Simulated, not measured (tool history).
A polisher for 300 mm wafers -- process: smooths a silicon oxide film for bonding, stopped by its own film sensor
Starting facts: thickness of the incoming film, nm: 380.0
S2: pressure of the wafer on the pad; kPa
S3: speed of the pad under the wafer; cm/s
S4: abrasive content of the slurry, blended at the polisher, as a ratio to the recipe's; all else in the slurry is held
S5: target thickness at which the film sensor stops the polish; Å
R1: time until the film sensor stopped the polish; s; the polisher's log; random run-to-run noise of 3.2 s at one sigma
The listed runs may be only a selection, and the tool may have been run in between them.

{"run": 1, "hour": 0.0, "flow of slurry (ml/min)": 285, "S2": 15.9, "S3": 84, "S4": 1, "S5": 3060, "R1": 102.56}
{"run": 2, "hour": 0.5, "flow of slurry (ml/min)": 285, "S2": 14.5, "S3": 82, "S4": 1, "S5": 3060, "R1": 115.71}
{"run": 3, "hour": 6.8, "flow of slurry (ml/min)": 285, "S2": 13.1, "S3": 80, "S4": 1, "S5": 3060, "R1": 130.31}
{"run": 4, "hour": 8.6, "flow of slurry (ml/min)": 285, "S2": 15.2, "S3": 80, "S4": 1, "S5": 3060, "R1": 115.85}
{"run": 5, "hour": 13.8, "flow of slurry (ml/min)": 285, "S2": 15.2, "S3": 68, "S4": 1, "S5": 3060, "R1": 129.68}
{"run": 6, "hour": 20.7, "flow of slurry (ml/min)": 285, "S2": 14.5, "S3": 68, "S4": 1, "S5": 3060, "R1": 131.89}
{"run": 7, "hour": 24.5, "flow of slurry (ml/min)": 285, "S2": 13.8, "S3": 68, "S4": 1, "S5": 3060, "R1": 137.9}
{"run": 8, "hour": 26.1, "flow of slurry (ml/min)": 285, "S2": 13.1, "S3": 68, "S4": 1, "S5": 3060, "R1": 147.99}

For run 9, what comes out?
{"run": 9, "hour": 30.7, "flow of slurry (ml/min)": 285, "S2": 12.4, "S3": 68, "S4": 1, "S5": 3060, "R1": "?"}

R1: 150.36 s
